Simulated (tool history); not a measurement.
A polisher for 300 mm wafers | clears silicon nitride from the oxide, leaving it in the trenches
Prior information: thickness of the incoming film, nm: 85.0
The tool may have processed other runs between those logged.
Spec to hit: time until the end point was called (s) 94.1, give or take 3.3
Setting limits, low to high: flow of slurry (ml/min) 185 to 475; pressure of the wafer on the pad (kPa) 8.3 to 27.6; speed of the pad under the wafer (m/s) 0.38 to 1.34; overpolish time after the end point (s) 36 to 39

run  hour  flow of slurry (ml/min)  pressure of the wafer on the pad (kPa)  speed of the pad under the wafer (m/s)  overpolish time after the end point (s)  time until the end point was called (s)
  1     0                      305                                    17.9                                    0.86                                       36                                      127
  2   7.6                      305                                    18.6                                    0.86                                       36                                    122.8
  3  16.4                      305                                    19.3                                    0.86                                       36                                   120.57
  4  22.8                      380                                    19.3                                    0.86                                       36                                   116.65
     31.5  -- worn pad replaced by a new one
  5  31.5                      380                                    19.3                                    0.86                                       36                                   109.34
  6  40.2                      390                                    19.3                                    0.86                                       36                                   106.99
  7  42.3                      400                                    19.3                                    0.86                                       36                                   108.23
  8  44.3                      405                                    19.3                                    0.86                                       36                                   107.53
  9    48                      410                                    19.3                                    0.86                                       36                                   106.36
 10    52                      415                                    19.3                                    0.86                                       36                                   106.69
 11  57.7                      420                                    19.3                                    0.86                                       36                                   105.82

Exactly one of the 4 candidate moves below puts every result within its allowed miss. Which one?
  A  63.4                      475                                    18.6                                    0.92                                       37                                        ?
  B  63.4                      455                                    19.3                                    0.76                                       39                                        ?
  C  63.4                      385                                      20                                    0.88                                       36                                        ?
  D  63.4                      450                                    19.3                                    0.96                                       36                                        ?

move  time until the end point was called (s)
   A                                    103.1
   B                                   120.04
   C                                   101.65
   D                                   95.767
A: nearer the targets than the last run, but a result is still out of spec
B: the biggest miss grows against the last run
C: nearer the targets than the last run, but a result is still out of spec
D: every result within its allowed miss
Correct choice: D, which meets every target
